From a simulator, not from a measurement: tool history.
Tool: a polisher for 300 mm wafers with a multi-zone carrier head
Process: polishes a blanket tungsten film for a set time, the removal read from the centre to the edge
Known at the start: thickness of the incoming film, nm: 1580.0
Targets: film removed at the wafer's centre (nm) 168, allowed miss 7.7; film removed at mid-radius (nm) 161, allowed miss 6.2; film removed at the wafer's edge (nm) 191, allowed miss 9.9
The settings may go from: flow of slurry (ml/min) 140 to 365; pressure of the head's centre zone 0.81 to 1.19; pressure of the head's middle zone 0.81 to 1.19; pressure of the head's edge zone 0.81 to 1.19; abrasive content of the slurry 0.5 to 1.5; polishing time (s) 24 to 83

| run | hour | flow of slurry (ml/min) | pressure of the head's centre zone | pressure of the head's middle zone | pressure of the head's edge zone | abrasive content of the slurry | polishing time (s) | film removed at the wafer's centre (nm) | film removed at mid-radius (nm) | film removed at the wafer's edge (nm) |
|---|---|---|---|---|---|---|---|---|---|---|
| 1 | 0 | 235 | 1 | 1 | 1 | 1 | 53 | 203.08 | 199.1 | 203.72 |
| 2 | 3.8 | 235 | 1 | 1 | 1 | 0.8 | 53 | 189.76 | 179.9 | 186.07 |
| 3 | 12.2 | 235 | 1 | 1 | 0.96 | 0.8 | 53 | 188.8 | 178.54 | 186.36 |
| 4 | 21.1 | 230 | 0.98 | 0.98 | 0.96 | 0.8 | 53 | 183.57 | 178.07 | 181.31 |
| 5 | 24.9 | 230 | 0.98 | 0.98 | 1.02 | 0.8 | 53 | 188.86 | 179.37 | 189.18 |
| 6 | 31.5 | 225 | 0.96 | 0.96 | 1.04 | 0.8 | 53 | 180.93 | 173.46 | 187.06 |
| 7 | 33 | 220 | 0.95 | 0.95 | 1.05 | 0.8 | 53 | 180.19 | 174.77 | 188.69 |
| 8 | 39 | 220 | 0.94 | 0.93 | 1.06 | 0.8 | 53 | 175.94 | 170.71 | 191.9 |
| 9 | 45.4 | 220 | 0.94 | 0.92 | 1.06 | 0.8 | 53 | 176.42 | 166.32 | 184.67 |
| 10 | 50.4 | 220 | 0.93 | 0.91 | 1.08 | 0.8 | 53 | 169.34 | 169.62 | 188.2 |
| 11 | 57.9 | 205 | 0.95 | 0.82 | 1.09 | 0.8 | 53 | 174.12 | 153.2 | 186.61 |

Which of these 4 next moves meets every target?
| A | 65.4 | 260 | 0.94 | 1.02 | 1.02 | 0.8 | 50 | ? | ? | ? |
| B | 65.4 | 220 | 1.04 | 0.84 | 1.06 | 0.7 | 54 | ? | ? | ? |
| C | 65.4 | 155 | 0.92 | 0.89 | 1.1 | 1 | 50 | ? | ? | ? |
| D | 65.4 | 190 | 0.93 | 1.02 | 0.99 | 1.15 | 44 | ? | ? | ? |

| move | film removed at the wafer's centre (nm) | film removed at mid-radius (nm) | film removed at the wafer's edge (nm) |
|---|---|---|---|
| A | 165.37 | 176.15 | 174.36 |
| B | 183.75 | 152.17 | 179.97 |
| C | 165.22 | 162.66 | 189.09 |
| D | 158.5 | 171.27 | 168.42 |
A: takes the result that was furthest off past its target
B: further off than the last run
C: meets every target
D: takes the result that was furthest off past its target
Answer: C
